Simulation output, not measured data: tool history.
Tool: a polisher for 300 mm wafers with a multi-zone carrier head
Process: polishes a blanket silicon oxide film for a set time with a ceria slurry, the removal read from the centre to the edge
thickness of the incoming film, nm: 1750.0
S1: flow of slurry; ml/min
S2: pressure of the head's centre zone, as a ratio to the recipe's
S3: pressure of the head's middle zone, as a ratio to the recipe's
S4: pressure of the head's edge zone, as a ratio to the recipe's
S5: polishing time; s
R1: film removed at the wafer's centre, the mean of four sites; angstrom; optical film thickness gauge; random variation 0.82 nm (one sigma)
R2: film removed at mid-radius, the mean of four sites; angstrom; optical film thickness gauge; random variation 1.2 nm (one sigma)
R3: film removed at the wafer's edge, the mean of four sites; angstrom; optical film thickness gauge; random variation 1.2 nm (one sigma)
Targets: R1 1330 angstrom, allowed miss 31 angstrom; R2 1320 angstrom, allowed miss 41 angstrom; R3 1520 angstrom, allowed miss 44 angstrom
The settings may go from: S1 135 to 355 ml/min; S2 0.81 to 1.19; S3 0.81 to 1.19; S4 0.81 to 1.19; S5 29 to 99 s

{"run": 1, "hour": 0.0, "S1": 225, "S2": 1, "S3": 1, "S4": 1, "S5": 64, "R1": 2617.3, "R2": 2516.9, "R3": 2625.7}
{"run": 2, "hour": 2.1, "S1": 225, "S2": 1, "S3": 0.91, "S4": 1, "S5": 64, "R1": 2599.5, "R2": 2321.9, "R3": 2637.4}
{"run": 3, "hour": 8.2, "S1": 215, "S2": 0.97, "S3": 0.9, "S4": 0.98, "S5": 59, "R1": 2344.2, "R2": 2102.7, "R3": 2386.9}
{"run": 4, "hour": 16.5, "S1": 215, "S2": 0.97, "S3": 0.9, "S4": 0.98, "S5": 46, "R1": 1822.3, "R2": 1669.2, "R3": 1863.1}
{"run": 5, "hour": 21.3, "S1": 215, "S2": 0.93, "S3": 0.9, "S4": 0.98, "S5": 46, "R1": 1756.6, "R2": 1626.2, "R3": 1852.5}
{"run": 6, "hour": 25.9, "S1": 195, "S2": 0.93, "S3": 0.9, "S4": 0.98, "S5": 46, "R1": 1727, "R2": 1628.7, "R3": 1855.7}
{"run": 7, "hour": 34.4, "S1": 190, "S2": 0.91, "S3": 0.89, "S4": 0.96, "S5": 45, "R1": 1641.1, "R2": 1590, "R3": 1822.2}
{"run": 8, "hour": 35.4, "S1": 195, "S2": 0.9, "S3": 0.88, "S4": 0.95, "S5": 44, "R1": 1591, "R2": 1529.9, "R3": 1767.3}
{"run": 9, "hour": 42.3, "S1": 200, "S2": 0.89, "S3": 0.87, "S4": 0.94, "S5": 43, "R1": 1564, "R2": 1502.6, "R3": 1666.6}
{"run": 10, "hour": 51.2, "S1": 195, "S2": 0.88, "S3": 0.86, "S4": 0.94, "S5": 43, "R1": 1537.5, "R2": 1468.6, "R3": 1701.5}
{"run": 11, "hour": 58.2, "S1": 190, "S2": 0.87, "S3": 0.85, "S4": 0.93, "S5": 43, "R1": 1520.6, "R2": 1449.5, "R3": 1678.2}
{"run": 12, "hour": 62.3, "S1": 185, "S2": 0.86, "S3": 0.85, "S4": 0.92, "S5": 43, "R1": 1481.3, "R2": 1437.7, "R3": 1674.8}
{"run": 13, "hour": 67.2, "S1": 185, "S2": 0.85, "S3": 0.84, "S4": 0.91, "S5": 43, "R1": 1473.7, "R2": 1428.5, "R3": 1669.9}
{"run": 14, "hour": 69.2, "S1": 150, "S2": 0.81, "S3": 0.82, "S4": 0.83, "S5": 39, "R1": 1240.6, "R2": 1225.4, "R3": 1408.8}
{"run": 15, "hour": 72.3, "S1": 160, "S2": 0.81, "S3": 0.82, "S4": 0.84, "S5": 39, "R1": 1255.4, "R2": 1254.3, "R3": 1434.5}
{"run": 16, "hour": 79.9, "S1": 170, "S2": 0.81, "S3": 0.82, "S4": 0.85, "S5": 39, "R1": 1274, "R2": 1254.6, "R3": 1454}
{"run": 17, "hour": 83.9, "S1": 175, "S2": 0.81, "S3": 0.82, "S4": 0.86, "S5": 39, "R1": 1282.5, "R2": 1258.1, "R3": 1470.9}
{"run": 18, "hour": 90.9, "S1": 180, "S2": 0.81, "S3": 0.82, "S4": 0.86, "S5": 39, "R1": 1296.9, "R2": 1281, "R3": 1468.7}
{"run": 19, "hour": 97.7, "S1": 185, "S2": 0.81, "S3": 0.82, "S4": 0.87, "S5": 39, "R1": 1312.5, "R2": 1278.3, "R3": 1486.6}

4 next moves are on the table. One of them brings every result within its allowed miss. Which?
{"run": "A", "hour": 104.5, "S1": 175, "S2": 0.83, "S3": 0.85, "S4": 0.91, "S5": 40, "R1": "?", "R2": "?", "R3": "?"}
{"run": "B", "hour": 104.5, "S1": 170, "S2": 0.84, "S3": 0.89, "S4": 0.84, "S5": 38, "R1": "?", "R2": "?", "R3": "?"}
{"run": "C", "hour": 104.5, "S1": 185, "S2": 0.83, "S3": 0.82, "S4": 0.84, "S5": 38, "R1": "?", "R2": "?", "R3": "?"}
{"run": "D", "hour": 104.5, "S1": 150, "S2": 0.86, "S3": 0.81, "S4": 0.84, "S5": 40, "R1": "?", "R2": "?", "R3": "?"}

move=A R1=1325.4 R2=1310.3 R3=1530.5
move=B R1=1263.1 R2=1285.7 R3=1395.7
move=C R1=1273.5 R2=1221.3 R3=1413.3
move=D R1=1313 R2=1219.5 R3=1442.7
A: meets every target
B: brings the result that was furthest off to its target, and leaves another outside
C: further off than the last run
D: further off than the last run
Answer: A
